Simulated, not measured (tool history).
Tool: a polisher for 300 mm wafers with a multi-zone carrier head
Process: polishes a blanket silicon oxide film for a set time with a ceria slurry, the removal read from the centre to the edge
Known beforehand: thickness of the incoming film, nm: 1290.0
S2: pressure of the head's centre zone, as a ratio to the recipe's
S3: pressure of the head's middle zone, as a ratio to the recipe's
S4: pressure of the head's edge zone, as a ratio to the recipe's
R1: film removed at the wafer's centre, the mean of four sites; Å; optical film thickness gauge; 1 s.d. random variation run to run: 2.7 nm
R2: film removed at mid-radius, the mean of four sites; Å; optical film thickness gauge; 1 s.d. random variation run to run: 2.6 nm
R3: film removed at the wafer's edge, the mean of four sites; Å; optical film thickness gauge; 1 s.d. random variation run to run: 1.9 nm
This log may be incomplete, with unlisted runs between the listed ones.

Run 1, hour 0.0: flow of slurry (ml/min) 150, S2 1.00, S3 1.00, S4 1.00, polishing time (s) 77. Result: R1 2305.6 Å, R2 2316.6 Å, R3 2233.6 Å.
Run 2, hour 4.3: flow of slurry (ml/min) 150, S2 1.00, S3 1.00, S4 0.91, polishing time (s) 77. Result: R1 2292.5 Å, R2 2323.7 Å, R3 2155.7 Å.
Run 3, hour 9.6: flow of slurry (ml/min) 160, S2 1.02, S3 1.02, S4 0.91, polishing time (s) 77. Result: R1 2377.5 Å, R2 2368.6 Å, R3 2141.4 Å.
Run 4, hour 15.9: flow of slurry (ml/min) 160, S2 0.94, S3 1.02, S4 0.91, polishing time (s) 77. Result: R1 2186.2 Å, R2 2370.6 Å, R3 2173.4 Å.
Run 5, hour 23.1: flow of slurry (ml/min) 165, S2 0.96, S3 1.04, S4 0.92, polishing time (s) 78. Result: R1 2292.1 Å, R2 2435.3 Å, R3 2213.7 Å.
Run 6, hour 29.0: flow of slurry (ml/min) 165, S2 0.96, S3 1.04, S4 0.92, polishing time (s) 69. Result: R1 1996.2 Å, R2 2157.1 Å, R3 1959.2 Å.
Run 7, hour 34.5: flow of slurry (ml/min) 170, S2 0.98, S3 1.06, S4 0.93, polishing time (s) 71. Result: R1 2096.2 Å, R2 2269.3 Å, R3 2008.3 Å.
Run 8, hour 37.3: flow of slurry (ml/min) 175, S2 1.00, S3 1.07, S4 0.94, polishing time (s) 72. Result: R1 2224.0 Å, R2 2341.4 Å, R3 2055.2 Å.

Run 9 comes next. What will it give?
Run 9, hour 40.0: flow of slurry (ml/min) 175, S2 1.00, S3 1.07, S4 0.94, polishing time (s) 72. Result: R1 ?, R2 ?, R3 ?.

{"run 9": {"R1": 2209.7, "R2": 2329.4, "R3": 2064.4}}
